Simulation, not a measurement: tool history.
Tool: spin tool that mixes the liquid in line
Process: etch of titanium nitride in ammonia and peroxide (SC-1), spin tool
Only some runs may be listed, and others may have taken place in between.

run,day,temperature setpoint of the liquid (K),parts of water to one part of 30 % peroxide (parts by volume),parts of 29 % ammonia solution to one part of 30 % peroxide (parts by volume),time under the liquid (s),thickness taken off the titanium nitride on a monitor wafer (angstrom)
1,0,330.15,26,0.75,275,187.37
2,0.183,330.15,26,0.55,275,174.59
3,0.479,330.15,26,0.65,275,180.64
4,0.542,331.15,26,0.65,275,191.12
5,0.871,331.15,26,0.4,275,176.96
6,1.175,332.15,26,0.4,275,188.53
7,1.517,333.15,26,0.4,275,202.95

Run 8 is up next; what results do you expect?
8,1.704,333.65,26,0.4,275,?

Run 8 measured thickness taken off the titanium nitride on a monitor wafer (angstrom) 208.37.
